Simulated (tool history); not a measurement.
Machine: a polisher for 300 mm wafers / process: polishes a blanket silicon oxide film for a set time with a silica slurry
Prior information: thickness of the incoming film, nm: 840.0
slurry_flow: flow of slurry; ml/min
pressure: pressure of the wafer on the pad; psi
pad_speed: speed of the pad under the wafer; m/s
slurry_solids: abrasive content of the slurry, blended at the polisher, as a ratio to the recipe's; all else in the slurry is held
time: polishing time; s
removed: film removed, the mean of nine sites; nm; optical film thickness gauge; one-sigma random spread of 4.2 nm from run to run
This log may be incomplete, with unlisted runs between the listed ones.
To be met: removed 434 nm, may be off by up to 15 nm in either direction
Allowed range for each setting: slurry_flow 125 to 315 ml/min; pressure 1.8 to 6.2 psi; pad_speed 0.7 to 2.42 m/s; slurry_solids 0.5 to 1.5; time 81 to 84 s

run	hour	slurry_flow	pressure	pad_speed	slurry_solids	time	removed
1	0	205	4	1.56	1	81	276.55
2	8.4	205	4	1.56	0.9	81	254.13
3	13.1	205	4	1.56	0.9	84	267.54
4	19.6	205	4.4	1.56	0.9	84	295.59
5	23	250	4.4	1.56	0.9	84	295.58
6	27.6	220	4.4	1.56	0.9	84	295.74
7	35.6	220	5.5	1.6	0.9	84	370.57
8	37.1	220	5.6	1.6	0.9	84	380.92
9	40.2	220	5.7	1.6	0.9	84	383.17
10	48.2	220	5.8	1.6	0.9	84	381.15
11	56.8	220	5.9	1.62	0.9	84	400.27
12	63.6	220	6.1	1.66	0.9	84	417.17

Consider the 5 candidate settings below. Which is the only one whose results all fall within their allowed miss of target?
A	70.4	270	5.2	1.78	1	82	?
B	70.4	240	6.2	1.3	1.05	81	?
C	70.4	215	6.2	1.76	0.9	84	?
D	70.4	200	5.8	1.86	0.8	84	?
E	70.4	225	5.8	2	1	84	?

move	removed
A	400.69
B	397.58
C	435.7
D	379.68
E	480.11
A: moves away from the targets compared with the last run
B: moves away from the targets compared with the last run
C: every result lands within tolerance
D: moves away from the targets compared with the last run
E: moves the result that the last run missed by most past its target, out the other side
Correct choice: C, which meets every target

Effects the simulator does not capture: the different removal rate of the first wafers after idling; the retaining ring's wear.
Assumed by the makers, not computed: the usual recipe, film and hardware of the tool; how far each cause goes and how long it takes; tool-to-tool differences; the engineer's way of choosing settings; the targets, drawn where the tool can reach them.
